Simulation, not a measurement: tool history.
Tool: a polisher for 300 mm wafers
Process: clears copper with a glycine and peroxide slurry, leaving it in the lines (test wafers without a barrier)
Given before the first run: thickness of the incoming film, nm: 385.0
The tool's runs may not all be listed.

run    day  flow of slurry (ml/min)  pressure of the wafer on the pad (kPa)  speed of the pad under the wafer (cm/s)  overpolish time after the end point (s)  time until the end point was called (s)  dishing of a wide line in a test structure (angstrom)
  1  0.000                      270                                    20.0                                       82                                        8                                   87.614                                                 282.29
  2  0.096                      270                                    16.5                                       78                                        8                                  105.750                                                 239.91
  3  0.442                      300                                    16.5                                       78                                        8                                  104.050                                                 244.93
  4  0.492                      295                                    14.5                                       76                                        8                                  116.020                                                 214.51
  5  0.712                      295                                    13.1                                       74                                        8                                  126.460                                                 200.17
  6  0.854                      295                                    13.1                                       74                                       10                                  130.280                                                 239.69

Run 7 has not been measured yet. What should we expect?
  7  1.121                      295                                    11.7                                       74                                        9                                        ?                                                      ?

time until the end point was called (s): 139.740
dishing of a wide line in a test structure (angstrom): 199.14
